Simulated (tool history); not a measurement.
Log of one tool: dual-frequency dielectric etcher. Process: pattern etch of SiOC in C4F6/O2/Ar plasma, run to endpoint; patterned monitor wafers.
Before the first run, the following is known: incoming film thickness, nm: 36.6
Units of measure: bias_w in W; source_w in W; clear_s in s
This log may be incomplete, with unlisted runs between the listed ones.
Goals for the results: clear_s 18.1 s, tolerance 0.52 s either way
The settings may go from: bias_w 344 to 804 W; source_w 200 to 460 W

| run | hour | bias_w | source_w | clear_s |
|---|---|---|---|---|
| 1 | 0 | 574 | 330 | 14.515 |
| 2 | 6.7 | 543 | 320 | 15.198 |
| 3 | 7.3 | 518 | 320 | 15.226 |
| 4 | 13.9 | 518 | 350 | 14.975 |
| 5 | 21.4 | 518 | 310 | 15.505 |
| 6 | 26.2 | 433 | 310 | 16.337 |
| 7 | 33.6 | 419 | 300 | 16.664 |
| 8 | 37.3 | 407 | 290 | 17.104 |
| 9 | 42.6 | 399 | 290 | 17.06 |
| 10 | 45.5 | 391 | 290 | 17.144 |
| 11 | 48.2 | 384 | 290 | 17.527 |

Exactly one of the 4 candidate moves below puts every result within its allowed miss. Which one?
| A | 50.9 | 397 | 310 | ? |
| B | 50.9 | 432 | 270 | ? |
| C | 50.9 | 344 | 230 | ? |
| D | 50.9 | 344 | 290 | ? |

| move | clear_s |
|---|---|
| A | 16.937 |
| B | 16.985 |
| C | 19.077 |
| D | 18.09 |
A: moves away from the targets compared with the last run
B: moves away from the targets compared with the last run
C: takes the result that was furthest off past its target
D: every result lands within tolerance
Correct choice: D, which meets every target
